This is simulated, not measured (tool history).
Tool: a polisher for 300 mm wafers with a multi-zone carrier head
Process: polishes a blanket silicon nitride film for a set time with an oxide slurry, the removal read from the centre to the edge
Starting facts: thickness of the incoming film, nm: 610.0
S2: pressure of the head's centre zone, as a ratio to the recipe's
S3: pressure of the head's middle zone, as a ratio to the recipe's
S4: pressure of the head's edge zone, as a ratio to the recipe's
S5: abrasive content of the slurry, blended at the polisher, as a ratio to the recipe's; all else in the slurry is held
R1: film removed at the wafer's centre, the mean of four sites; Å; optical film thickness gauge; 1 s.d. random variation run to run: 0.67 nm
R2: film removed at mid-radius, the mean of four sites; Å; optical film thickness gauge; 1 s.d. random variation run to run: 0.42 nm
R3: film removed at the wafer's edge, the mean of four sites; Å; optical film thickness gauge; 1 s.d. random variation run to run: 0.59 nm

Run 1, hour 0: flow of slurry (ml/min) 125, S2 1, S3 1, S4 1, S5 1, polishing time (s) 54. Result: R1 554.42 Å, R2 576.87 Å, R3 584.81 Å.
Run 2, hour 6.4: flow of slurry (ml/min) 100, S2 1, S3 1, S4 1, S5 1, polishing time (s) 54. Result: R1 538.6 Å, R2 553.3 Å, R3 553.61 Å.
Run 3, hour 11.6: flow of slurry (ml/min) 95, S2 0.98, S3 0.97, S4 0.99, S5 0.95, polishing time (s) 54. Result: R1 515.87 Å, R2 528.02 Å, R3 546.1 Å.
Run 4, hour 14.3: flow of slurry (ml/min) 95, S2 1.04, S3 0.97, S4 0.99, S5 0.95, polishing time (s) 54. Result: R1 555.8 Å, R2 530.02 Å, R3 550.43 Å.
Run 5, hour 18.9: flow of slurry (ml/min) 95, S2 1.11, S3 0.97, S4 0.99, S5 0.95, polishing time (s) 54. Result: R1 576.11 Å, R2 527.92 Å, R3 552.43 Å.
Run 6, hour 23.1: flow of slurry (ml/min) 90, S2 1.06, S3 0.96, S4 0.99, S5 0.9, polishing time (s) 54. Result: R1 540.49 Å, R2 505.57 Å, R3 519.01 Å.
Run 7, hour 24.2: flow of slurry (ml/min) 90, S2 1.02, S3 0.95, S4 1.01, S5 0.9, polishing time (s) 54. Result: R1 507.55 Å, R2 505.08 Å, R3 542.09 Å.

The next listed run, before its measurement:
Run 8, hour 29.7: flow of slurry (ml/min) 85, S2 1.01, S3 0.95, S4 1, S5 0.85, polishing time (s) 54. Result: R1 ?, R2 ?, R3 ?.

{"run 8": {"R1": 482.75, "R2": 481.79, "R3": 509.89}}
